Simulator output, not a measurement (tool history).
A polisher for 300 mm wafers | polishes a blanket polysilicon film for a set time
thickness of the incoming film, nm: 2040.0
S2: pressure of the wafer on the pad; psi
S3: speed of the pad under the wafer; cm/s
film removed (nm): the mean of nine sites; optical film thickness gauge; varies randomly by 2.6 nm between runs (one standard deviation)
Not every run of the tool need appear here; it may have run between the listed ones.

Run 1, hour 0: flow of slurry (ml/min) 135, S2 1.8 psi, S3 86 cm/s, polishing time (s) 107. Result: film removed (nm) 397.75.
Run 2, hour 6.7: flow of slurry (ml/min) 135, S2 1.8 psi, S3 86 cm/s, polishing time (s) 112. Result: film removed (nm) 417.06.
Run 3, hour 14.7: flow of slurry (ml/min) 135, S2 1.8 psi, S3 86 cm/s, polishing time (s) 107. Result: film removed (nm) 399.39.
Run 4, hour 16.6: flow of slurry (ml/min) 135, S2 1.8 psi, S3 86 cm/s, polishing time (s) 107. Result: film removed (nm) 390.39.
Run 5, hour 24.9: flow of slurry (ml/min) 135, S2 2.1 psi, S3 86 cm/s, polishing time (s) 107. Result: film removed (nm) 461.34.
Run 6, hour 32.9: flow of slurry (ml/min) 135, S2 1.9 psi, S3 84 cm/s, polishing time (s) 107. Result: film removed (nm) 403.68.
Run 7, hour 39.8: flow of slurry (ml/min) 135, S2 1.7 psi, S3 82 cm/s, polishing time (s) 107. Result: film removed (nm) 356.63.
Run 8, hour 41.6: flow of slurry (ml/min) 135, S2 1.6 psi, S3 80 cm/s, polishing time (s) 107. Result: film removed (nm) 341.13.
Run 9, hour 49.6: flow of slurry (ml/min) 135, S2 1.5 psi, S3 78 cm/s, polishing time (s) 107. Result: film removed (nm) 308.47.
Run 10, hour 51.1: flow of slurry (ml/min) 135, S2 1.4 psi, S3 78 cm/s, polishing time (s) 107. Result: film removed (nm) 293.29.

Forecast run 11:
Run 11, hour 58: flow of slurry (ml/min) 125, S2 0.9 psi, S3 72 cm/s, polishing time (s) 107. Result: film removed (nm) ?.

{"run 11": {"film removed (nm)": 187.89}}

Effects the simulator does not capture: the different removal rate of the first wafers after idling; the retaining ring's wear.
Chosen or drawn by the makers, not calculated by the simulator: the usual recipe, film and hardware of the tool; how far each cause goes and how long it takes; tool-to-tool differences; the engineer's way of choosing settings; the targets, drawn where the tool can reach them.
